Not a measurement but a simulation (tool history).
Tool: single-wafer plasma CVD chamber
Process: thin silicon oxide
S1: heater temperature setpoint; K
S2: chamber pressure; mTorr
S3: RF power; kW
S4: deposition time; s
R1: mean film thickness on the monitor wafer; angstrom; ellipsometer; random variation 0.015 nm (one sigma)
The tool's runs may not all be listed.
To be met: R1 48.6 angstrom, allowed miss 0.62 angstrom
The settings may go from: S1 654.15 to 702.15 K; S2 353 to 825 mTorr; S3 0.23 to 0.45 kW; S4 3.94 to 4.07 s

run 1 hour=0 | S1=678.15 S2=589 S3=0.34 S4=3.94 | R1=56.638
run 2 hour=8.8 | S1=678.15 S2=581 S3=0.34 S4=3.94 | R1=55.715
run 3 hour=12.8 | S1=678.15 S2=574 S3=0.34 S4=3.94 | R1=55.469
run 4 hour=16.4 | S1=678.15 S2=574 S3=0.365 S4=3.94 | R1=56.844
run 5 hour=17.7 | S1=678.15 S2=565 S3=0.365 S4=3.94 | R1=56.073
run 6 hour=22.4 | S1=678.15 S2=565 S3=0.365 S4=4.07 | R1=58.021
run 7 hour=24.2 | S1=678.15 S2=452 S3=0.365 S4=4.07 | R1=46.085
run 8 hour=33 | S1=678.15 S2=483 S3=0.365 S4=4.07 | R1=49.751

5 next moves are on the table. One of them brings every result within its allowed miss. Which?
run A hour=41.8 | S1=683.15 S2=523 S3=0.335 S4=4.03 | R1=?
run B hour=41.8 | S1=684.15 S2=493 S3=0.365 S4=3.94 | R1=?
run C hour=41.8 | S1=684.15 S2=508 S3=0.365 S4=4 | R1=?
run D hour=41.8 | S1=670.15 S2=490 S3=0.385 S4=4.05 | R1=?
run E hour=41.8 | S1=689.15 S2=514 S3=0.355 S4=4.07 | R1=?

move=A R1=50.82
move=B R1=48.535
move=C R1=50.743
move=D R1=51.016
move=E R1=51.523
A: further off than the last run
B: meets every target
C: further off than the last run
D: further off than the last run
E: further off than the last run
Move B is the one to make.
